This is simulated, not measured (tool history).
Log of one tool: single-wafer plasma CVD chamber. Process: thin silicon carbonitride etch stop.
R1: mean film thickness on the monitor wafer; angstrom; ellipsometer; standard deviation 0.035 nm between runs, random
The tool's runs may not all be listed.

Run 1, day 0.000: RF power (kW) 0.210, deposition time (s) 23.6. Result: R1 136.53 angstrom.
Run 2, day 0.175: RF power (kW) 0.235, deposition time (s) 23.6. Result: R1 140.95 angstrom.
Run 3, day 0.283: RF power (kW) 0.235, deposition time (s) 25.3. Result: R1 152.25 angstrom.
Run 4, day 0.583: RF power (kW) 0.220, deposition time (s) 23.7. Result: R1 138.55 angstrom.
Run 5, day 0.921: RF power (kW) 0.210, deposition time (s) 22.7. Result: R1 130.83 angstrom.
Run 6, day 1.138: RF power (kW) 0.200, deposition time (s) 22.0. Result: R1 125.25 angstrom.

Predict the results of run 7:
Run 7, day 1.204: RF power (kW) 0.190, deposition time (s) 21.5. Result: R1 ?.

{"run 7": {"R1": 120.85}}
